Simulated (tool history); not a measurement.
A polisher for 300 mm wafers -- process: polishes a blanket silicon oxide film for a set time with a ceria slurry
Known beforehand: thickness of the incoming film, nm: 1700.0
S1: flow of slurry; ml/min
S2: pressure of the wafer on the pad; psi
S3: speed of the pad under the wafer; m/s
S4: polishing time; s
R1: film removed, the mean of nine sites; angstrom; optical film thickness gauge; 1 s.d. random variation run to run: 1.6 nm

run 1 hour=0.0 | S1=200 S2=2.5 S3=0.86 S4=83 | R1=2224.3
run 2 hour=1.3 | S1=220 S2=2.5 S3=0.86 S4=83 | R1=2260.4
run 3 hour=3.7 | S1=205 S2=2.5 S3=0.86 S4=83 | R1=2247.2
run 4 hour=4.8 | S1=230 S2=2.5 S3=0.86 S4=83 | R1=2229.0
run 5 hour=5.4 | S1=230 S2=2.2 S3=0.84 S4=83 | R1=1999.3
run 6 hour=13.9 | S1=270 S2=2.2 S3=0.84 S4=83 | R1=1996.1
run 7 hour=17.8 | S1=270 S2=2.0 S3=0.80 S4=83 | R1=1847.9
run 8 hour=20.7 | S1=270 S2=1.8 S3=0.76 S4=83 | R1=1632.4
run 9 hour=24.2 | S1=270 S2=1.7 S3=0.74 S4=83 | R1=1548.2

For run 10, what comes out?
run 10 hour=29.8 | S1=270 S2=1.6 S3=0.72 S4=83 | R1=?

R1: 1423.0 angstrom
